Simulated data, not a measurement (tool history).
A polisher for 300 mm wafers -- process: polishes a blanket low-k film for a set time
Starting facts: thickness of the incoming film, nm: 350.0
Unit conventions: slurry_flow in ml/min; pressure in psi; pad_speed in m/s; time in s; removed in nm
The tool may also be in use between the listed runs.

run  hour  slurry_flow  pressure  pad_speed  slurry_solids  time  removed
  1     0          295       1.9        1.1              1    53   20.516
  2   1.8          295       1.9        1.1              1    53   20.868
  3   4.5          295       2.1        1.1              1    53   21.711
  4   6.8          295       2.1        1.1            1.2    53   23.663
  5  11.1          260       2.1        1.1            1.2    53   23.453
  6  15.1          260       1.8        1.1            1.2    53   21.374
     22.5  -- head pressure recalibrated
  7  22.5          260         2        1.1            1.2    53   21.505
  8  28.3          305         2        1.1            1.2    53   21.873

Run 9 is up next; what results do you expect?
  9  29.7          295       2.2        1.1            1.2    53        ?

removed: 23.165 nm

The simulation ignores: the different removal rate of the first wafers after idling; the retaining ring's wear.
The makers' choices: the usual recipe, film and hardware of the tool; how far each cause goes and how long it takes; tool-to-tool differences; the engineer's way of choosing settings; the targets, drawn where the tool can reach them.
